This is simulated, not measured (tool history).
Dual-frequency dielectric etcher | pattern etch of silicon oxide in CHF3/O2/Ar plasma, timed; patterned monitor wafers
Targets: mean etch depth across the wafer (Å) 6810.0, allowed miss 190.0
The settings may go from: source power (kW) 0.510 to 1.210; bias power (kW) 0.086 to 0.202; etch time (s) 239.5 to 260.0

run,hour,source power (kW),bias power (kW),etch time (s),mean etch depth across the wafer (Å)
1,0.0,0.860,0.144,260.0,5620.0
2,3.5,1.000,0.144,260.0,6007.2
3,6.4,0.890,0.144,260.0,5695.1
4,7.4,0.980,0.144,260.0,5926.7
5,14.5,0.830,0.144,260.0,5471.0
6,15.2,0.890,0.147,260.0,5671.3
7,21.2,0.950,0.150,260.0,5954.3
8,28.5,0.990,0.152,260.0,6091.4
9,34.9,1.020,0.154,260.0,6214.1
10,42.6,1.050,0.155,260.0,6329.3
11,47.7,1.070,0.156,260.0,6273.9

Which of these 4 next moves meets every target?
A,52.8,0.990,0.182,260.0,?
B,52.8,0.980,0.195,260.0,?
C,52.8,1.200,0.163,260.0,?
D,52.8,1.210,0.170,246.5,?

move,mean etch depth across the wafer (Å)
A,6257.6
B,6332.1
C,6676.9
D,6414.9
A: as far off as the last run
B: nearer than the last run, and not there yet
C: meets every target
D: nearer than the last run, and not there yet
Move C is the one to make.
